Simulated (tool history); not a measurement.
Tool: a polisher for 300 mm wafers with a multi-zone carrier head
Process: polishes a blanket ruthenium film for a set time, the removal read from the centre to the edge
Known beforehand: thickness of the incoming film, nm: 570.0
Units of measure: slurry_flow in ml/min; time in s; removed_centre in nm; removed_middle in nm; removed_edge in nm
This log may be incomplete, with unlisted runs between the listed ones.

run	hour	slurry_flow	centre_zone	middle_zone	edge_zone	time	removed_centre	removed_middle	removed_edge
1	0	235	1	1	1	31	16.394	16.291	16.874
2	1.9	200	1	1	1	31	15.463	15.58	16.221
3	10.2	200	1	1.08	1	31	15.728	17.061	16.059
4	15.3	240	1	1.08	1	31	15.838	17.474	16.515
5	21.4	240	1	1.08	1	27	14.225	15.027	14.57
6	23.4	240	0.96	1.08	1	27	13.454	15.273	14.235
7	26.7	260	1.02	1.1	1.04	29	15.229	16.546	15.924

Estimate the outcome of run 8 from the log above:
8	33.1	275	1.06	1.1	1.05	31	?	?	?

removed_centre: 17.36 nm
removed_middle: 18.076 nm
removed_edge: 17.114 nm

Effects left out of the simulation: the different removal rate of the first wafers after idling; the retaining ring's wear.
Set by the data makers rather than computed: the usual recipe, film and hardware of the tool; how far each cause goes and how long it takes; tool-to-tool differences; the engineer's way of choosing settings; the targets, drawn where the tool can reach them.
